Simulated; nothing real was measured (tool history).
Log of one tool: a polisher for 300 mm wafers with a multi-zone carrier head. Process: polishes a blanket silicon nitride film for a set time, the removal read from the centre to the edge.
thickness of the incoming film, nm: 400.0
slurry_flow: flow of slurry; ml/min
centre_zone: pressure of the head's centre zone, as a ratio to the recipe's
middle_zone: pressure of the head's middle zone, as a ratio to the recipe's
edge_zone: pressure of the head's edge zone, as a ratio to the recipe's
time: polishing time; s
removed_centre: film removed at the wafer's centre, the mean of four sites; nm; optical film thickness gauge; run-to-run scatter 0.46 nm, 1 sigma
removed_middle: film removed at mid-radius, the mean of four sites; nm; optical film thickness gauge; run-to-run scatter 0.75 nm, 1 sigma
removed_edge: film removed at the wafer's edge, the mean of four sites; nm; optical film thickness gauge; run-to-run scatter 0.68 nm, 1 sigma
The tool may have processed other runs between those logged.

run	day	slurry_flow	centre_zone	middle_zone	edge_zone	time	removed_centre	removed_middle	removed_edge
1	0	150	1	1	1	36	96.213	98.426	96.971
2	0.171	150	1.08	1	1	36	104.89	99.846	97.728
3	0.2	140	1.01	1.02	0.95	33	88.68	91.343	85.254
4	0.462	120	1.01	1.02	0.95	33	85.25	88.944	85.387
5	0.704	120	1.01	1.02	0.95	37	95.003	98.486	95.884
6	0.808	125	0.96	1.02	0.92	34	84.484	92.879	86.242
7	0.921	125	0.92	1.01	0.9	31	73.909	81.579	77.311
8	1.217	130	0.89	1.02	0.88	30	69.365	82.023	75.238
9	1.483	110	0.89	1.04	0.81	26	58.095	70.388	60.917

What will run 10 give?
10	1.675	120	0.89	1.04	0.82	26	?	?	?

{"run 10": {"removed_centre": 59.728, "removed_middle": 70.293, "removed_edge": 61.735}}

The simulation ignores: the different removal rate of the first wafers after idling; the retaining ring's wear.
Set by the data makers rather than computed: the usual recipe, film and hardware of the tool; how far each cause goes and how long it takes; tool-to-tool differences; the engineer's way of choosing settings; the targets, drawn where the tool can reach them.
